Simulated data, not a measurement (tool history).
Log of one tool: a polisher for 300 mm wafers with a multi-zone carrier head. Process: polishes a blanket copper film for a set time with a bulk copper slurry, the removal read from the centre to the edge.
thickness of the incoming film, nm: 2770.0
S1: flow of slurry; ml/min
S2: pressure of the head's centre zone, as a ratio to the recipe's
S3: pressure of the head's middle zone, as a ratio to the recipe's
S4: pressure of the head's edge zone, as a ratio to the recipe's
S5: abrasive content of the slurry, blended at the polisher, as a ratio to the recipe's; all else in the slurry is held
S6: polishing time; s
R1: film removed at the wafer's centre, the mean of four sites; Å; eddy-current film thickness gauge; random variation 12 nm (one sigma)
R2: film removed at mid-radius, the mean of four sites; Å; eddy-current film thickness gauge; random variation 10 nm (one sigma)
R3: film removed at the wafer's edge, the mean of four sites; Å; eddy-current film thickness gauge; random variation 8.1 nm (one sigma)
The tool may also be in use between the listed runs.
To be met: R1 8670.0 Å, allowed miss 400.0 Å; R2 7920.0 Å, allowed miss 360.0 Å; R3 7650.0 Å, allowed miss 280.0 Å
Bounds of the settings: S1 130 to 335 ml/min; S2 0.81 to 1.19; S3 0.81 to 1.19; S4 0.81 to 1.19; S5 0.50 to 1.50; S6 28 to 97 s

| run | day | S1 | S2 | S3 | S4 | S5 | S6 | R1 | R2 | R3 |
|---|---|---|---|---|---|---|---|---|---|---|
| 1 | 0.000 | 215 | 1.00 | 1.00 | 1.00 | 1.00 | 62 | 4967.0 | 5057.7 | 4948.3 |
| 2 | 0.125 | 215 | 1.00 | 1.00 | 1.00 | 1.00 | 77 | 6121.2 | 6340.9 | 6116.7 |
| 3 | 0.338 | 215 | 1.00 | 1.00 | 0.96 | 1.00 | 77 | 6159.3 | 6193.9 | 5920.3 |
| 4 | 0.475 | 255 | 1.00 | 1.00 | 0.96 | 1.00 | 77 | 6210.1 | 6378.7 | 6096.0 |
|  | 0.729 | slurry nozzle cleaned |
| 5 | 0.729 | 255 | 0.95 | 1.00 | 0.96 | 1.00 | 77 | 6150.4 | 6515.7 | 6269.5 |
| 6 | 1.050 | 290 | 0.95 | 1.00 | 0.96 | 1.00 | 77 | 6210.4 | 6694.2 | 6315.8 |
| 7 | 1.096 | 290 | 1.00 | 0.99 | 0.97 | 1.15 | 80 | 7160.7 | 7086.6 | 6897.9 |
| 8 | 1.438 | 295 | 1.03 | 1.00 | 0.99 | 1.25 | 80 | 7537.3 | 7410.4 | 7026.9 |
| 9 | 1.604 | 300 | 1.05 | 1.00 | 1.01 | 1.30 | 80 | 7653.3 | 7570.8 | 7097.3 |

4 next moves are on the table. One of them brings every result within its allowed miss. Which?
| A | 1.771 | 335 | 1.07 | 0.94 | 0.91 | 1.50 | 84 | ? | ? | ? |
| B | 1.771 | 240 | 0.88 | 1.02 | 1.19 | 1.45 | 79 | ? | ? | ? |
| C | 1.771 | 300 | 1.10 | 1.02 | 1.06 | 1.30 | 71 | ? | ? | ? |
| D | 1.771 | 270 | 1.11 | 1.07 | 0.90 | 1.35 | 72 | ? | ? | ? |

| move | R1 | R2 | R3 |
|---|---|---|---|
| A | 8500.5 | 7805.5 | 7541.6 |
| B | 6294.5 | 7450.8 | 7659.5 |
| C | 7050.3 | 6678.4 | 6491.8 |
| D | 7194.1 | 6999.3 | 6160.3 |
A: meets every target
B: further off than the last run
C: further off than the last run
D: further off than the last run
Answer: A

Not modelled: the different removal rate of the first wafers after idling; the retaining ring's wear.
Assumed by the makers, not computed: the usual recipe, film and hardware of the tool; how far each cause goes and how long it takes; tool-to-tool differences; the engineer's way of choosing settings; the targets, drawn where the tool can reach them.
